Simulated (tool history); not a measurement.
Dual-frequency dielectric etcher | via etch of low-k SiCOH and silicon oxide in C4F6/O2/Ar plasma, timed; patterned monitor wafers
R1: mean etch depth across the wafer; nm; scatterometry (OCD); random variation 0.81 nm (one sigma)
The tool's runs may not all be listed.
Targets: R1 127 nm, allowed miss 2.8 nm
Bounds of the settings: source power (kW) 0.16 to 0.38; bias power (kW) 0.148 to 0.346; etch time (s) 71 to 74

Run 1, hour 0: source power (kW) 0.27, bias power (kW) 0.247, etch time (s) 71. Result: R1 167 nm.
Run 2, hour 1.6: source power (kW) 0.25, bias power (kW) 0.233, etch time (s) 71. Result: R1 155.26 nm.
Run 3, hour 7: source power (kW) 0.25, bias power (kW) 0.217, etch time (s) 71. Result: R1 155.5 nm.
Run 4, hour 12.8: source power (kW) 0.25, bias power (kW) 0.252, etch time (s) 71. Result: R1 161.32 nm.
Run 5, hour 16: source power (kW) 0.23, bias power (kW) 0.242, etch time (s) 71. Result: R1 151.62 nm.
Run 6, hour 18.1: source power (kW) 0.22, bias power (kW) 0.238, etch time (s) 71. Result: R1 145.52 nm.
Run 7, hour 23.7: source power (kW) 0.16, bias power (kW) 0.219, etch time (s) 71. Result: R1 113.93 nm.
Run 8, hour 24.9: source power (kW) 0.2, bias power (kW) 0.222, etch time (s) 71. Result: R1 136.55 nm.
Run 9, hour 32.3: source power (kW) 0.2, bias power (kW) 0.221, etch time (s) 71. Result: R1 135.35 nm.
Run 10, hour 39.4: source power (kW) 0.19, bias power (kW) 0.219, etch time (s) 71. Result: R1 131.99 nm.

5 next moves are on the table. One of them brings every result within its allowed miss. Which?
Run A, hour 46.5: source power (kW) 0.18, bias power (kW) 0.183, etch time (s) 74. Result: R1 ?.
Run B, hour 46.5: source power (kW) 0.2, bias power (kW) 0.242, etch time (s) 71. Result: R1 ?.
Run C, hour 46.5: source power (kW) 0.17, bias power (kW) 0.257, etch time (s) 74. Result: R1 ?.
Run D, hour 46.5: source power (kW) 0.2, bias power (kW) 0.235, etch time (s) 72. Result: R1 ?.
Run E, hour 46.5: source power (kW) 0.18, bias power (kW) 0.19, etch time (s) 71. Result: R1 ?.

move      R1
   A  127.22
   B   139.4
   C  131.75
   D  140.34
   E  123.09
A: meets every target
B: further off than the last run
C: as far off as the last run
D: further off than the last run
E: takes the result that was furthest off past its target
Move A is the one to make.
